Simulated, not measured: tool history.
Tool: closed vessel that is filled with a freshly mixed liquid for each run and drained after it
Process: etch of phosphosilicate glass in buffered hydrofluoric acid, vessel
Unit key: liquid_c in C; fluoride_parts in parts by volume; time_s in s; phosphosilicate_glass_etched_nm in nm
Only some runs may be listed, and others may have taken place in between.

| run | hour | liquid_c | fluoride_parts | time_s | phosphosilicate_glass_etched_nm |
|---|---|---|---|---|---|
| 1 | 0 | 22 | 13 | 35 | 91.895 |
| 2 | 8.4 | 23 | 12 | 35 | 103.91 |
| 3 | 12.2 | 24 | 11 | 35 | 120.95 |
| 4 | 14.3 | 24 | 9 | 35 | 139.21 |
| 5 | 16.5 | 21 | 9 | 35 | 118.71 |
| 6 | 20 | 21 | 9 | 35 | 120.68 |
| 7 | 23.8 | 22.5 | 8.5 | 35 | 138.34 |
| 8 | 27 | 23.5 | 8 | 35 | 156.28 |
| 9 | 31.5 | 24.5 | 8 | 35 | 162.36 |
| 10 | 38.9 | 25.5 | 8 | 35 | 175.64 |
| 11 | 46.5 | 26 | 8 | 35 | 177.95 |
| 12 | 51.4 | 30 | 6.5 | 35 | 275.29 |

What will run 13 give?
| 13 | 55.9 | 29.5 | 6.5 | 35 | ? |

{"run 13": {"phosphosilicate_glass_etched_nm": 264.17}}
